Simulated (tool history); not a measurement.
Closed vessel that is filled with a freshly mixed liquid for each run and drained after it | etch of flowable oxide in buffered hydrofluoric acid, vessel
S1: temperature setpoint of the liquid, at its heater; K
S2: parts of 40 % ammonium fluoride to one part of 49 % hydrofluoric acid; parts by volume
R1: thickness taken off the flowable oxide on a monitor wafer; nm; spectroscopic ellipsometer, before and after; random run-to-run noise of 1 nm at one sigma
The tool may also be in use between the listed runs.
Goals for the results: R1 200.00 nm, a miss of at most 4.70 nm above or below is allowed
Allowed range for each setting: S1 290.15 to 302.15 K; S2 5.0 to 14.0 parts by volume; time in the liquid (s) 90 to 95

Run 1, day 0.000: S1 294.15 K, S2 8.5 parts by volume, time in the liquid (s) 90. Result: R1 270.47 nm.
Run 2, day 0.342: S1 294.15 K, S2 6.5 parts by volume, time in the liquid (s) 90. Result: R1 359.07 nm.
Run 3, day 0.442: S1 294.15 K, S2 8.5 parts by volume, time in the liquid (s) 90. Result: R1 271.29 nm.
Run 4, day 0.571: S1 294.15 K, S2 8.5 parts by volume, time in the liquid (s) 95. Result: R1 287.39 nm.
Run 5, day 0.692: S1 294.15 K, S2 8.5 parts by volume, time in the liquid (s) 95. Result: R1 287.19 nm.
Run 6, day 0.958: S1 294.15 K, S2 6.0 parts by volume, time in the liquid (s) 95. Result: R1 405.88 nm.
Run 7, day 1.154: S1 293.15 K, S2 7.0 parts by volume, time in the liquid (s) 95. Result: R1 334.23 nm.
Run 8, day 1.475: S1 292.65 K, S2 7.5 parts by volume, time in the liquid (s) 95. Result: R1 304.64 nm.
Run 9, day 1.546: S1 292.15 K, S2 8.0 parts by volume, time in the liquid (s) 95. Result: R1 273.29 nm.
Run 10, day 1.933: S1 291.65 K, S2 8.5 parts by volume, time in the liquid (s) 95. Result: R1 250.82 nm.
Run 11, day 2.075: S1 291.15 K, S2 8.5 parts by volume, time in the liquid (s) 95. Result: R1 242.64 nm.
Run 12, day 2.262: S1 290.65 K, S2 9.0 parts by volume, time in the liquid (s) 95. Result: R1 221.83 nm.
Run 13, day 2.504: S1 290.15 K, S2 9.5 parts by volume, time in the liquid (s) 95. Result: R1 208.92 nm.

4 candidate next runs follow, results not yet known. Just one meets every target within its allowed miss. Identify it.
Run A, day 2.746: S1 290.15 K, S2 10.0 parts by volume, time in the liquid (s) 95. Result: R1 ?.
Run B, day 2.746: S1 290.15 K, S2 9.0 parts by volume, time in the liquid (s) 95. Result: R1 ?.
Run C, day 2.746: S1 290.65 K, S2 10.5 parts by volume, time in the liquid (s) 90. Result: R1 ?.
Run D, day 2.746: S1 290.65 K, S2 9.5 parts by volume, time in the liquid (s) 95. Result: R1 ?.

move      R1
   A  201.82
   B  215.67
   C  187.59
   D  214.49
A: every result lands within tolerance
B: its largest miss is bigger than the last run's
C: carries the result that was furthest off beyond its target, to the other side
D: its largest miss is bigger than the last run's
The right move is A.

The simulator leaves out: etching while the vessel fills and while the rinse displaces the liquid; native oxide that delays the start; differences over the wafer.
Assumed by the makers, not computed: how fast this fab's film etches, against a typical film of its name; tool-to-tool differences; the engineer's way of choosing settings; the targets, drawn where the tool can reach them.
